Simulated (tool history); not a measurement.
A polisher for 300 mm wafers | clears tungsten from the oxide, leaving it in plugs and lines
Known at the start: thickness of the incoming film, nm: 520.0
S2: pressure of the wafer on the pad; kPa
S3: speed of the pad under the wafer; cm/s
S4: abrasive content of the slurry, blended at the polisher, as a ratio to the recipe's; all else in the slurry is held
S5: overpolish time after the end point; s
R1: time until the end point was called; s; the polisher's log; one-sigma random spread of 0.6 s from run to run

run 1 hour=0 | flow_of_slurry_(ml/min)=255 S2=31 S3=120 S4=1 S5=29 | R1=86.178
run 2 hour=6.7 | flow_of_slurry_(ml/min)=255 S2=37.2 S3=120 S4=1 S5=29 | R1=73.921
run 3 hour=8.8 | flow_of_slurry_(ml/min)=255 S2=37.2 S3=98 S4=1 S5=29 | R1=88.548
run 4 hour=11.4 | flow_of_slurry_(ml/min)=255 S2=39.3 S3=98 S4=1 S5=29 | R1=84.754
-- hour=16.9 slurry nozzle cleaned
run 5 hour=16.9 | flow_of_slurry_(ml/min)=255 S2=40.7 S3=98 S4=1 S5=29 | R1=79.659
run 6 hour=23.4 | flow_of_slurry_(ml/min)=255 S2=40.7 S3=98 S4=1 S5=29 | R1=80.274
run 7 hour=30.8 | flow_of_slurry_(ml/min)=255 S2=42.1 S3=98 S4=1 S5=29 | R1=75.294

Run 8, settings as shown, results not yet in. Your forecast:
run 8 hour=37.4 | flow_of_slurry_(ml/min)=255 S2=42.7 S3=98 S4=1 S5=29 | R1=?

{"run 8": {"R1": 74.339}}
